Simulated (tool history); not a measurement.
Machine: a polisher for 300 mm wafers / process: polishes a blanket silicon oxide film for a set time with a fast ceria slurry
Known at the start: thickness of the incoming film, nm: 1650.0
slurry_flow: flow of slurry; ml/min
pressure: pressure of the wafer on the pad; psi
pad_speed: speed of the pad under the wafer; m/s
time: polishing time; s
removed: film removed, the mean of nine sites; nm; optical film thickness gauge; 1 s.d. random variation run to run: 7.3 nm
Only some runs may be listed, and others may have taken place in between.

run	day	slurry_flow	pressure	pad_speed	time	removed
1	0.000	190	1.9	1.12	31	300.59
2	0.208	190	2.1	1.12	31	323.82
3	0.275	190	2.1	1.12	31	320.51
4	0.592	155	2.1	1.12	31	314.71
5	0.921	155	2.3	1.16	31	361.19
6	1.275	155	2.3	1.16	31	356.12
7	1.496	155	2.4	1.18	31	375.27
8	1.658	155	2.4	1.18	31	384.26
9	1.842	155	2.5	1.20	31	403.35
10	2.000	155	2.5	1.20	31	384.69
11	2.079	155	2.6	1.26	31	430.35

Forecast run 12:
12	2.450	155	2.7	1.28	31	?

{"run 12": {"removed": 450.45}}

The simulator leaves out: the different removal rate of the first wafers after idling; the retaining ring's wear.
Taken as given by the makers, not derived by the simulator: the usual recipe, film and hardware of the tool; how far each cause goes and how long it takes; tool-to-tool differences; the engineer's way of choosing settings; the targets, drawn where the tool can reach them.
